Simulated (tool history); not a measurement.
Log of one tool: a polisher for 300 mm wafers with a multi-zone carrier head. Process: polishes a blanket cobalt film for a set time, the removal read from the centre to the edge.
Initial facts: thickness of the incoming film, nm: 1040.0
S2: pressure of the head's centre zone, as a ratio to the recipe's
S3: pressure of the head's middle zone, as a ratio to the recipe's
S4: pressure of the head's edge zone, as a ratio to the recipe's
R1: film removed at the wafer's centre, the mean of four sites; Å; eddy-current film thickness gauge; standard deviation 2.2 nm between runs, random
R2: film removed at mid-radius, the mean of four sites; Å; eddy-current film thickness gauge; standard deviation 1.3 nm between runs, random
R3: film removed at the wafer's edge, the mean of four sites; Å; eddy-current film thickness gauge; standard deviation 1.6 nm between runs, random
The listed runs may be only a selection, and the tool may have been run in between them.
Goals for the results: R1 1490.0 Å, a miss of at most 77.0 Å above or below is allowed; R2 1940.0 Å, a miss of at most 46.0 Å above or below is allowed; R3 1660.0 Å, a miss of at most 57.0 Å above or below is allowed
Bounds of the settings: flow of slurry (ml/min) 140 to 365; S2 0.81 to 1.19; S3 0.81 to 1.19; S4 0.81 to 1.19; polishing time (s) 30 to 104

{"run": 1, "hour": 0.0, "flow of slurry (ml/min)": 235, "S2": 1.0, "S3": 1.0, "S4": 1.0, "polishing time (s)": 67, "R1": 3059.0, "R2": 3141.1, "R3": 3118.6}
{"run": 2, "hour": 5.0, "flow of slurry (ml/min)": 235, "S2": 0.95, "S3": 1.0, "S4": 1.0, "polishing time (s)": 67, "R1": 2914.1, "R2": 3118.1, "R3": 3175.6}
{"run": 3, "hour": 11.7, "flow of slurry (ml/min)": 220, "S2": 0.93, "S3": 1.04, "S4": 0.95, "polishing time (s)": 56, "R1": 2363.5, "R2": 2663.2, "R3": 2549.4}
{"run": 4, "hour": 14.0, "flow of slurry (ml/min)": 215, "S2": 0.9, "S3": 1.06, "S4": 0.92, "polishing time (s)": 49, "R1": 2002.2, "R2": 2384.1, "R3": 2181.9}
{"run": 5, "hour": 21.4, "flow of slurry (ml/min)": 210, "S2": 0.88, "S3": 1.06, "S4": 0.89, "polishing time (s)": 45, "R1": 1746.8, "R2": 2136.5, "R3": 1948.7}
{"run": 6, "hour": 29.5, "flow of slurry (ml/min)": 210, "S2": 0.85, "S3": 1.06, "S4": 0.89, "polishing time (s)": 45, "R1": 1709.8, "R2": 2145.8, "R3": 1980.4}
{"run": 7, "hour": 36.1, "flow of slurry (ml/min)": 205, "S2": 0.85, "S3": 1.07, "S4": 0.87, "polishing time (s)": 43, "R1": 1647.0, "R2": 2073.4, "R3": 1839.8}
{"run": 8, "hour": 41.4, "flow of slurry (ml/min)": 195, "S2": 0.84, "S3": 1.07, "S4": 0.85, "polishing time (s)": 43, "R1": 1658.8, "R2": 2068.1, "R3": 1835.6}
{"run": 9, "hour": 46.5, "flow of slurry (ml/min)": 195, "S2": 0.83, "S3": 1.08, "S4": 0.84, "polishing time (s)": 42, "R1": 1551.9, "R2": 2022.8, "R3": 1809.1}
{"run": 10, "hour": 54.0, "flow of slurry (ml/min)": 200, "S2": 0.84, "S3": 1.09, "S4": 0.83, "polishing time (s)": 41, "R1": 1525.6, "R2": 2002.0, "R3": 1748.3}

4 next moves are on the table. One of them brings every result within its allowed miss. Which?
{"run": "A", "hour": 61.5, "flow of slurry (ml/min)": 190, "S2": 0.83, "S3": 1.01, "S4": 0.81, "polishing time (s)": 40, "R1": "?", "R2": "?", "R3": "?"}
{"run": "B", "hour": 61.5, "flow of slurry (ml/min)": 180, "S2": 0.93, "S3": 1.1, "S4": 0.82, "polishing time (s)": 40, "R1": "?", "R2": "?", "R3": "?"}
{"run": "C", "hour": 61.5, "flow of slurry (ml/min)": 150, "S2": 0.84, "S3": 1.11, "S4": 0.82, "polishing time (s)": 40, "R1": "?", "R2": "?", "R3": "?"}
{"run": "D", "hour": 61.5, "flow of slurry (ml/min)": 150, "S2": 0.89, "S3": 0.96, "S4": 0.9, "polishing time (s)": 43, "R1": "?", "R2": "?", "R3": "?"}

move=A R1=1509.2 R2=1859.4 R3=1665.4
move=B R1=1684.1 R2=1964.6 R3=1666.5
move=C R1=1490.5 R2=1944.1 R3=1645.0
move=D R1=1697.1 R2=1885.7 R3=1847.0
A: corrects the largest miss of the last run, while another result sits out of spec
B: corrects the largest miss of the last run, while another result sits out of spec
C: all results in spec
D: the biggest miss grows against the last run
C is the move that brings every result within its allowed miss.

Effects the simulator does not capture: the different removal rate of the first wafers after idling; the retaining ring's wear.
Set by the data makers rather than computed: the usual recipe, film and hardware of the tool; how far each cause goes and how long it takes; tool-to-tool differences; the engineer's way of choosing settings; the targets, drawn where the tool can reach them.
